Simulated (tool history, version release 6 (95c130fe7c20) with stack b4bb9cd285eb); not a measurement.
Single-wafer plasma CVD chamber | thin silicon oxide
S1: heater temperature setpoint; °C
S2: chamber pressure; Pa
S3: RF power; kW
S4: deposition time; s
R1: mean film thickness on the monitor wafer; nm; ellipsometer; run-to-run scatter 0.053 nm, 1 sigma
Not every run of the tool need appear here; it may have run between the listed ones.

run,hour,S1,S2,S3,S4,R1
1,0.0,415,117.9,0.345,3.89,8.9994
2,2.0,415,117.9,0.345,3.89,8.9977
3,10.0,415,117.9,0.315,3.89,8.6938
4,13.8,424,117.9,0.315,3.89,8.7001
5,14.4,424,127.5,0.315,3.89,9.3861
6,19.7,424,133.3,0.315,3.89,9.6700
7,24.6,424,138.7,0.315,3.89,9.9951
8,30.7,424,142.5,0.315,3.89,10.2040

The next listed run, before its measurement:
9,38.1,424,145.5,0.315,3.89,?

Run 9 measured R1 10.3390 nm.
